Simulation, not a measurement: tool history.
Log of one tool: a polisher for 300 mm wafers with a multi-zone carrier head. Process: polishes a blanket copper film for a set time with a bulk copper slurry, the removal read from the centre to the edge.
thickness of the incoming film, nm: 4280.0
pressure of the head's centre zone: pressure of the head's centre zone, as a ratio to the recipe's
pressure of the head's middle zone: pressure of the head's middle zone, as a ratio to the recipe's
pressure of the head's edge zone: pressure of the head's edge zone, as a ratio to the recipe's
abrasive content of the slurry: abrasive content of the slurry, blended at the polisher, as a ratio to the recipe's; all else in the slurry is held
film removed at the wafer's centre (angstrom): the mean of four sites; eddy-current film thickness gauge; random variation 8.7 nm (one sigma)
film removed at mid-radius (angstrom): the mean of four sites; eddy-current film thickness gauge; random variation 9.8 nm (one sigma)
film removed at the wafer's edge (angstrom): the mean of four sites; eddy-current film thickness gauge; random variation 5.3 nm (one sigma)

| run | day | flow of slurry (ml/min) | pressure of the head's centre zone | pressure of the head's middle zone | pressure of the head's edge zone | abrasive content of the slurry | polishing time (s) | film removed at the wafer's centre (angstrom) | film removed at mid-radius (angstrom) | film removed at the wafer's edge (angstrom) |
|---|---|---|---|---|---|---|---|---|---|---|
| 1 | 0 | 255 | 1 | 1 | 1 | 1 | 64 | 8268.9 | 8329.7 | 8195 |
| 2 | 0.217 | 255 | 1 | 1 | 0.98 | 0.95 | 64 | 8184.8 | 8377.9 | 7923.9 |
| 3 | 0.525 | 255 | 1 | 1 | 0.98 | 1.1 | 64 | 8323.8 | 8336.9 | 8309.7 |
| 4 | 0.608 | 310 | 1 | 1 | 0.98 | 1.1 | 64 | 8448.2 | 8780.1 | 8315.9 |
| 5 | 0.654 | 310 | 1 | 1 | 0.98 | 1.3 | 64 | 8875.1 | 8958.3 | 8845.6 |
| 6 | 0.779 | 310 | 1 | 0.99 | 0.96 | 1.2 | 64 | 9060.1 | 8822.3 | 8683.8 |
| 7 | 1.142 | 305 | 1 | 0.99 | 0.96 | 1.1 | 63 | 8229.8 | 8332.8 | 8138 |
| 8 | 1.312 | 305 | 1.01 | 0.99 | 0.94 | 1.05 | 63 | 8311.4 | 8357.7 | 8147.5 |

The next listed run, before its measurement:
| 9 | 1.654 | 305 | 1.03 | 1 | 0.94 | 0.95 | 62 | ? | ? | ? |

{"run 9": {"film removed at the wafer's centre (angstrom)": 8162.2, "film removed at mid-radius (angstrom)": 8126.9, "film removed at the wafer's edge (angstrom)": 7676.4}}
